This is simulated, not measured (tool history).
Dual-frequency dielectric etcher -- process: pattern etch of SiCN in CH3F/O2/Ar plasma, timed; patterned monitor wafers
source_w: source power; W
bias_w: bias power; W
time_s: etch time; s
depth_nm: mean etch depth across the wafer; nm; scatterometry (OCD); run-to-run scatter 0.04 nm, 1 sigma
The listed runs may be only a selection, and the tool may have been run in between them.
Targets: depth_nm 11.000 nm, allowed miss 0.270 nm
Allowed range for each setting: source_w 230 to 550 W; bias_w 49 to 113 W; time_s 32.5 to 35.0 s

run 1 hour=0.0 | source_w=390 bias_w=81 time_s=35.0 | depth_nm=13.120
run 2 hour=4.7 | source_w=390 bias_w=75 time_s=35.0 | depth_nm=12.746
run 3 hour=7.9 | source_w=390 bias_w=88 time_s=35.0 | depth_nm=13.546
run 4 hour=9.7 | source_w=360 bias_w=84 time_s=35.0 | depth_nm=12.828
run 5 hour=18.4 | source_w=330 bias_w=82 time_s=35.0 | depth_nm=12.315
run 6 hour=26.8 | source_w=330 bias_w=92 time_s=35.0 | depth_nm=12.794
run 7 hour=28.2 | source_w=310 bias_w=89 time_s=35.0 | depth_nm=12.335
run 8 hour=29.8 | source_w=290 bias_w=87 time_s=35.0 | depth_nm=11.874
run 9 hour=37.4 | source_w=280 bias_w=86 time_s=35.0 | depth_nm=11.625
run 10 hour=43.0 | source_w=270 bias_w=86 time_s=35.0 | depth_nm=11.467

4 next moves are on the table. One of them brings every result within its allowed miss. Which?
run A hour=48.6 | source_w=240 bias_w=79 time_s=34.5 | depth_nm=?
run B hour=48.6 | source_w=230 bias_w=84 time_s=34.0 | depth_nm=?
run C hour=48.6 | source_w=230 bias_w=91 time_s=33.0 | depth_nm=?
run D hour=48.6 | source_w=290 bias_w=86 time_s=32.5 | depth_nm=?

move=A depth_nm=10.400
move=B depth_nm=10.288
move=C depth_nm=10.303
move=D depth_nm=11.033
A: pushes the last run's worst result past its target
B: pushes the last run's worst result past its target
C: pushes the last run's worst result past its target
D: each result inside its tolerance
D is the move that brings every result within its allowed miss.
